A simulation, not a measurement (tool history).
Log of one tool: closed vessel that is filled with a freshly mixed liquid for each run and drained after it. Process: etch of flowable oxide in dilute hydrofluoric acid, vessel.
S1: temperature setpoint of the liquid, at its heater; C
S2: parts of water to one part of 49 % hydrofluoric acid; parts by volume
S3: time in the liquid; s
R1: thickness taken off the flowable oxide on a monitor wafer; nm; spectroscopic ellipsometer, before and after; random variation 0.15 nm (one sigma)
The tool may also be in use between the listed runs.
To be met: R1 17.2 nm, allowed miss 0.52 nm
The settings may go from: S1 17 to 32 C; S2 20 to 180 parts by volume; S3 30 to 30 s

run    day    S1   S2  S3      R1
  1      0    24  100  30  6.4679
  2  0.379  26.5   80  30  9.4202
  3  0.425  26.5  110  30   6.431
  4  0.512  28.5   90  30  8.7385
  5  0.779  29.5   75  30  11.309
  6  0.892  30.5   65  30  13.879
  7  1.125    31   60  30  15.197
  8  1.304  31.5   60  30  15.342

5 next moves are on the table. One of them brings every result within its allowed miss. Which?
  A  1.483  31.5  50  30   ?
  B  1.483    32  60  30   ?
  C  1.483  30.5  50  30   ?
  D  1.483  28.5  45  30   ?
  E  1.483    32  55  30   ?

move      R1
   A  19.021
   B  15.904
   C  18.295
   D  18.928
   E  17.489
A: takes the result that was furthest off past its target
B: nearer than the last run, and not there yet
C: takes the result that was furthest off past its target
D: takes the result that was furthest off past its target
E: meets every target
The right move is E.
